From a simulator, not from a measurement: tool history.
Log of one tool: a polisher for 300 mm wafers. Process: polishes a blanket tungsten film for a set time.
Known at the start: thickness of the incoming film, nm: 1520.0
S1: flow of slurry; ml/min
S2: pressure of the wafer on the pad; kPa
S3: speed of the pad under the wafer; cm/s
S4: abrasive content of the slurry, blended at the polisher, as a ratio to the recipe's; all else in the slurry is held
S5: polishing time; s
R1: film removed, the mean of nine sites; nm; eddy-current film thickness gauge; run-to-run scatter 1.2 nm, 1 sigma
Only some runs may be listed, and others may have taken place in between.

Run 1, hour 0: S1 185 ml/min, S2 26.2 kPa, S3 92 cm/s, S4 1, S5 37 s. Result: R1 138.66 nm.
Run 2, hour 4.9: S1 205 ml/min, S2 26.2 kPa, S3 92 cm/s, S4 1, S5 37 s. Result: R1 138.6 nm.
Run 3, hour 11.7: S1 205 ml/min, S2 23.4 kPa, S3 92 cm/s, S4 1, S5 37 s. Result: R1 123.49 nm.
Run 4, hour 20: S1 205 ml/min, S2 21.4 kPa, S3 92 cm/s, S4 1, S5 37 s. Result: R1 116.17 nm.
Run 5, hour 25.7: S1 175 ml/min, S2 21.4 kPa, S3 92 cm/s, S4 1, S5 37 s. Result: R1 112.34 nm.
Run 6, hour 29.4: S1 175 ml/min, S2 21.4 kPa, S3 92 cm/s, S4 1, S5 37 s. Result: R1 112.27 nm.

The next listed run, before its measurement:
Run 7, hour 31.4: S1 175 ml/min, S2 20 kPa, S3 92 cm/s, S4 1, S5 37 s. Result: R1 ?.

R1: 105.96 nm

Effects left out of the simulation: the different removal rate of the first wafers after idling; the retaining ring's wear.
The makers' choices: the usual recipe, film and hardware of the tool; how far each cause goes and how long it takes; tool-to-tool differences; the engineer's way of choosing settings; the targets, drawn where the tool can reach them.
